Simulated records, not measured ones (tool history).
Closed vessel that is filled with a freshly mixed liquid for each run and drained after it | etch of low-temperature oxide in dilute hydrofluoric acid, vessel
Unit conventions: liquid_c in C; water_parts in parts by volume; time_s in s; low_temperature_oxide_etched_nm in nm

run  hour  liquid_c  water_parts  time_s  low_temperature_oxide_etched_nm
  1   0.0      26.0           70      95                           33.272
  2   3.5      29.0           70      95                           37.546
  3   6.0      29.0           50      95                           53.820
  4   8.6      29.0           30      95                           92.053
  5  14.0      27.5           30      95                           87.177
  6  15.4      30.0           30      95                           97.438
  7  19.1      28.5           30      95                           89.720
  8  25.3      27.5           30      95                           86.361
  9  33.0      27.5           30      95                           86.339
 10  38.2      26.5           30      95                           81.985
 11  39.2      25.5           30      95                           79.909

What will run 12 give?
 12  47.8      24.5           30      95                                ?

low_temperature_oxide_etched_nm: 77.409 nm

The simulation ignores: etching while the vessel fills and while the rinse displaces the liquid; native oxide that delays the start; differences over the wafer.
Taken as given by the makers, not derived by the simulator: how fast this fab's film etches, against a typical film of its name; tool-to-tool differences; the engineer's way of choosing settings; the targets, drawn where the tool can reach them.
